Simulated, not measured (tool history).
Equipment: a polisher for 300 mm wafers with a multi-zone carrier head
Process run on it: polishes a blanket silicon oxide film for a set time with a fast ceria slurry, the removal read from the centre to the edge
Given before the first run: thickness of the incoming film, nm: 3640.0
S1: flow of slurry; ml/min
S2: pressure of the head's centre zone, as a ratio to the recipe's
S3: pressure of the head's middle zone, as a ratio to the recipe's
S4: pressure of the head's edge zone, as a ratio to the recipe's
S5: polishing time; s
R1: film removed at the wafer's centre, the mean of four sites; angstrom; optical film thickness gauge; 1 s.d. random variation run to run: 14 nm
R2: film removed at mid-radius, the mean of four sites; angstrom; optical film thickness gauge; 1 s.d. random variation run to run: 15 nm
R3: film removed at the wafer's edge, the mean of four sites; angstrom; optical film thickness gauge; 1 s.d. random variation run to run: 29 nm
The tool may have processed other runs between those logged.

run,hour,S1,S2,S3,S4,S5,R1,R2,R3
1,0.0,185,1.00,1.00,1.00,59,14181,13803,14165
2,2.8,200,1.04,1.04,1.05,63,15788,15439,14675
3,11.7,200,1.04,1.04,0.97,63,15962,15280,14698
4,14.9,195,1.04,1.03,0.97,69,17190,16647,16262
5,21.9,195,1.04,1.03,1.04,69,17337,16842,16439
6,29.7,195,0.99,1.03,1.04,69,16506,16635,16428
7,37.8,190,1.02,1.02,1.04,73,17775,17405,17396
8,40.7,205,1.03,1.01,1.04,75,19063,17906,17892
9,47.0,205,1.03,1.01,1.04,75,18920,17683,17674
10,50.1,195,1.04,1.01,1.04,77,19278,18185,18287

Run 11, settings as shown, results not yet in. Your forecast:
11,57.3,205,1.04,1.01,1.04,78,?,?,?

Run 11 produced R1 19721 angstrom, R2 18663 angstrom, R3 17935 angstrom.

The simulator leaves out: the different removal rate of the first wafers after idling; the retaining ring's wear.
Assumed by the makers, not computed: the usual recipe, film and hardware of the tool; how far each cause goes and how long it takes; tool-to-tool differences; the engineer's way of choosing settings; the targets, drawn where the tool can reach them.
